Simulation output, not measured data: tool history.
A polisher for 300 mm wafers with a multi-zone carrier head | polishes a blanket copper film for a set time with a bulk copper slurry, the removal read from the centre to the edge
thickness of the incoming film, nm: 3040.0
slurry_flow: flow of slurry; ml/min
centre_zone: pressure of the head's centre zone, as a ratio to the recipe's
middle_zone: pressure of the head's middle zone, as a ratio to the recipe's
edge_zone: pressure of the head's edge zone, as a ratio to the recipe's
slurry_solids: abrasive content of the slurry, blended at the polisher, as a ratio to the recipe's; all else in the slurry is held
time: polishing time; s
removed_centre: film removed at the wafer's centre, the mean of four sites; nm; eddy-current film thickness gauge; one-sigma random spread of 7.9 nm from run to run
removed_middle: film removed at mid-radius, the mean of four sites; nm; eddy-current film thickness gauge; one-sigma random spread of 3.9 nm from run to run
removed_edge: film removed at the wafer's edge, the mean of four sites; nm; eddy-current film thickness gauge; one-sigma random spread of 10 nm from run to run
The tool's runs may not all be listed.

run	hour	slurry_flow	centre_zone	middle_zone	edge_zone	slurry_solids	time	removed_centre	removed_middle	removed_edge
1	0.0	170	1.00	1.00	1.00	1.00	86	551.59	571.61	557.59
2	5.8	180	1.03	0.98	1.04	1.10	87	587.67	581.92	608.31
3	11.0	180	1.03	0.98	0.97	1.10	87	588.83	585.77	579.09
4	17.5	180	1.03	0.98	0.94	1.10	87	589.30	583.46	557.42
5	18.7	190	1.07	0.97	0.96	1.20	88	643.64	593.59	585.17
6	23.3	200	1.09	0.97	1.00	1.25	88	658.93	604.84	618.99
7	27.9	205	1.11	0.96	1.02	1.30	89	684.90	615.45	620.89

Expected results for the next run?
8	34.2	210	1.12	0.94	1.05	1.35	91	?	?	?

{"run 8": {"removed_centre": 709.86, "removed_middle": 620.29, "removed_edge": 676.05}}
